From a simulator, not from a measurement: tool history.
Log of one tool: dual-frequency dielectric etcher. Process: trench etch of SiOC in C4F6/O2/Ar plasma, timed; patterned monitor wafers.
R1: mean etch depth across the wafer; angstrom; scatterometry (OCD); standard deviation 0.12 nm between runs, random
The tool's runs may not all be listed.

Run 1, hour 0.0: source power (W) 480, bias power (W) 226, etch time (s) 21. Result: R1 504.47 angstrom.
Run 2, hour 6.1: source power (W) 450, bias power (W) 225, etch time (s) 21. Result: R1 492.20 angstrom.
Run 3, hour 11.4: source power (W) 430, bias power (W) 224, etch time (s) 21. Result: R1 483.01 angstrom.
Run 4, hour 16.7: source power (W) 420, bias power (W) 223, etch time (s) 21. Result: R1 475.09 angstrom.
Run 5, hour 19.3: source power (W) 420, bias power (W) 223, etch time (s) 22. Result: R1 498.23 angstrom.
Run 6, hour 20.4: source power (W) 420, bias power (W) 194, etch time (s) 22. Result: R1 482.74 angstrom.
Run 7, hour 26.5: source power (W) 410, bias power (W) 194, etch time (s) 22. Result: R1 476.18 angstrom.

Run 8 is up next; what results do you expect?
Run 8, hour 27.2: source power (W) 400, bias power (W) 194, etch time (s) 22. Result: R1 ?.

Run 8 produced R1 473.65 angstrom.
